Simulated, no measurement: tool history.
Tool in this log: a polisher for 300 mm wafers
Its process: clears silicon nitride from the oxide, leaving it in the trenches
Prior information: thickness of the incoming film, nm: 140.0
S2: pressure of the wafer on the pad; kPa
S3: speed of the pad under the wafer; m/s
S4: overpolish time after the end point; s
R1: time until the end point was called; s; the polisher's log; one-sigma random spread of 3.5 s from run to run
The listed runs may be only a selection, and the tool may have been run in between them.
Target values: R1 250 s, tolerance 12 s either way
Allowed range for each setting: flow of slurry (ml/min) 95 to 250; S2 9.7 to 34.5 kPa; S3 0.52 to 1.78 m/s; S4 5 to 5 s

{"run": 1, "hour": 0.0, "flow of slurry (ml/min)": 160, "S2": 22.1, "S3": 1.14, "S4": 5, "R1": 118.97}
{"run": 2, "hour": 4.6, "flow of slurry (ml/min)": 160, "S2": 18.6, "S3": 1.08, "S4": 5, "R1": 151.23}
{"run": 3, "hour": 11.6, "flow of slurry (ml/min)": 160, "S2": 15.9, "S3": 1.06, "S4": 5, "R1": 175.66}
{"run": 4, "hour": 16.1, "flow of slurry (ml/min)": 160, "S2": 12.4, "S3": 1.06, "S4": 5, "R1": 221.62}
{"run": 5, "hour": 21.7, "flow of slurry (ml/min)": 160, "S2": 11.7, "S3": 1.06, "S4": 5, "R1": 236.25}
{"run": 6, "hour": 23.9, "flow of slurry (ml/min)": 160, "S2": 16.5, "S3": 1.06, "S4": 5, "R1": 167.09}
{"run": 7, "hour": 31.7, "flow of slurry (ml/min)": 160, "S2": 15.2, "S3": 1.06, "S4": 5, "R1": 180.87}
{"run": 8, "hour": 38.1, "flow of slurry (ml/min)": 160, "S2": 13.8, "S3": 1.06, "S4": 5, "R1": 201.65}
{"run": 9, "hour": 40.7, "flow of slurry (ml/min)": 160, "S2": 13.1, "S3": 1.06, "S4": 5, "R1": 204.51}
{"run": 10, "hour": 47.2, "flow of slurry (ml/min)": 160, "S2": 13.1, "S3": 1.06, "S4": 5, "R1": 214.66}
{"run": 11, "hour": 50.3, "flow of slurry (ml/min)": 160, "S2": 12.4, "S3": 1.06, "S4": 5, "R1": 221.33}

Next run, 5 choices. One meets every target within its allowed miss, the rest don't. Which?
{"run": "A", "hour": 53.4, "flow of slurry (ml/min)": 135, "S2": 9.7, "S3": 1.12, "S4": 5, "R1": "?"}
{"run": "B", "hour": 53.4, "flow of slurry (ml/min)": 170, "S2": 17.9, "S3": 0.64, "S4": 5, "R1": "?"}
{"run": "C", "hour": 53.4, "flow of slurry (ml/min)": 155, "S2": 9.7, "S3": 1.12, "S4": 5, "R1": "?"}
{"run": "D", "hour": 53.4, "flow of slurry (ml/min)": 165, "S2": 12.4, "S3": 1.14, "S4": 5, "R1": "?"}
{"run": "E", "hour": 53.4, "flow of slurry (ml/min)": 180, "S2": 10.3, "S3": 0.98, "S4": 5, "R1": "?"}

move=A R1=276.11
move=B R1=251.14
move=C R1=268.61
move=D R1=206.12
move=E R1=279.36
A: moves the result that the last run missed by most past its target, out the other side
B: every result lands within tolerance
C: moves the result that the last run missed by most past its target, out the other side
D: the biggest miss grows against the last run
E: moves the result that the last run missed by most past its target, out the other side
The right move is B.
